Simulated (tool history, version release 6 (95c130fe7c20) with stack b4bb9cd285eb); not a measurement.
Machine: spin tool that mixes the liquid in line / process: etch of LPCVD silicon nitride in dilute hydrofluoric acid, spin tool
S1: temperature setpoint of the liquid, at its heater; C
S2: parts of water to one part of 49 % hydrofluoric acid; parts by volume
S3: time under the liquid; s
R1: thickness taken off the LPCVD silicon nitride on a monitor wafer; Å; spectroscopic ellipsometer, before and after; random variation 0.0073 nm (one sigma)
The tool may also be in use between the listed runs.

run 1 hour=0.0 | S1=22.0 S2=130 S3=100 | R1=3.3466
run 2 hour=6.1 | S1=22.0 S2=110 S3=100 | R1=4.1807
run 3 hour=10.9 | S1=22.0 S2=110 S3=80 | R1=3.1447
run 4 hour=14.9 | S1=22.0 S2=110 S3=100 | R1=3.7363
run 5 hour=17.1 | S1=21.0 S2=130 S3=95 | R1=3.1613
run 6 hour=24.2 | S1=21.0 S2=85 S3=95 | R1=4.4849
run 7 hour=26.8 | S1=20.5 S2=110 S3=90 | R1=2.9134

Predict the results of run 8:
run 8 hour=33.4 | S1=20.0 S2=115 S3=90 | R1=?

{"run 8": {"R1": 2.9617}}
